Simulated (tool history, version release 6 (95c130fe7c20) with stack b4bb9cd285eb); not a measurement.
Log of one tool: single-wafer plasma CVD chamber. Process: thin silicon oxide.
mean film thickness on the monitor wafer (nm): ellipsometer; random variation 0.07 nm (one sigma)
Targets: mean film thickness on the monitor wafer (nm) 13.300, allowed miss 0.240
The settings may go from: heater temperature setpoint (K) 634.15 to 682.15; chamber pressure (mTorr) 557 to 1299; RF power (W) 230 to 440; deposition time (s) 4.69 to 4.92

run    day  heater temperature setpoint (K)  chamber pressure (mTorr)  RF power (W)  deposition time (s)  mean film thickness on the monitor wafer (nm)
  1  0.000                           658.15                       928           335                 4.92                                         10.914
  2  0.321                           658.15                       999           335                 4.92                                         11.512
  3  0.650                           658.15                       871           335                 4.92                                         10.196
  4  0.846                           658.15                       957           335                 4.92                                         11.335
  5  1.071                           658.15                      1006           335                 4.92                                         11.693
  6  1.242                           658.15                       943           335                 4.92                                         11.046
  7  1.538                           658.15                      1005           335                 4.92                                         11.700
  8  1.900                           658.15                      1048           335                 4.92                                         12.060

5 next moves are on the table. One of them brings every result within its allowed miss. Which?
  A  2.262                           655.15                      1177           345                 4.81                                              ?
  B  2.262                           662.15                      1124           350                 4.92                                              ?
  C  2.262                           645.15                      1020           310                 4.80                                              ?
  D  2.262                           653.15                      1236           320                 4.92                                              ?
  E  2.262                           660.15                      1153           320                 4.92                                              ?

move  mean film thickness on the monitor wafer (nm)
   A                                         12.934
   B                                         12.832
   C                                         11.291
   D                                         13.198
   E                                         12.706
A: nearer than the last run, and not there yet
B: nearer than the last run, and not there yet
C: further off than the last run
D: meets every target
E: nearer than the last run, and not there yet
Move D is the one to make.

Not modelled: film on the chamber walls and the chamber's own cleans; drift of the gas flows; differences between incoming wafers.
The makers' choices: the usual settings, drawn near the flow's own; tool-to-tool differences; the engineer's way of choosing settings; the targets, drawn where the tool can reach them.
